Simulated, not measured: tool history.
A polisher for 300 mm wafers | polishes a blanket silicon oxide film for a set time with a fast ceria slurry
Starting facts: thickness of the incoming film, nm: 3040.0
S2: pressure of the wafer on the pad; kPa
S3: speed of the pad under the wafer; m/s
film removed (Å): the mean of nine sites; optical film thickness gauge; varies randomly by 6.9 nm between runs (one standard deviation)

{"run": 1, "hour": 0.0, "flow of slurry (ml/min)": 125, "S2": 11.7, "S3": 0.98, "polishing time (s)": 80, "film removed (Å)": 7943.6}
{"run": 2, "hour": 3.6, "flow of slurry (ml/min)": 125, "S2": 11.7, "S3": 1.18, "polishing time (s)": 80, "film removed (Å)": 9442.3}
{"run": 3, "hour": 9.6, "flow of slurry (ml/min)": 125, "S2": 11.7, "S3": 1.18, "polishing time (s)": 80, "film removed (Å)": 9314.1}
{"run": 4, "hour": 11.3, "flow of slurry (ml/min)": 125, "S2": 10.3, "S3": 1.18, "polishing time (s)": 80, "film removed (Å)": 8413.4}
{"run": 5, "hour": 13.0, "flow of slurry (ml/min)": 120, "S2": 9.7, "S3": 1.18, "polishing time (s)": 80, "film removed (Å)": 8082.7}
{"run": 6, "hour": 17.6, "flow of slurry (ml/min)": 120, "S2": 9.0, "S3": 1.18, "polishing time (s)": 80, "film removed (Å)": 7611.6}
{"run": 7, "hour": 21.6, "flow of slurry (ml/min)": 120, "S2": 9.0, "S3": 1.18, "polishing time (s)": 80, "film removed (Å)": 7664.0}

Run 8 is up next; what results do you expect?
{"run": 8, "hour": 22.7, "flow of slurry (ml/min)": 120, "S2": 8.3, "S3": 1.18, "polishing time (s)": 80, "film removed (Å)": "?"}

Run 8 measured film removed (Å) 7163.2.
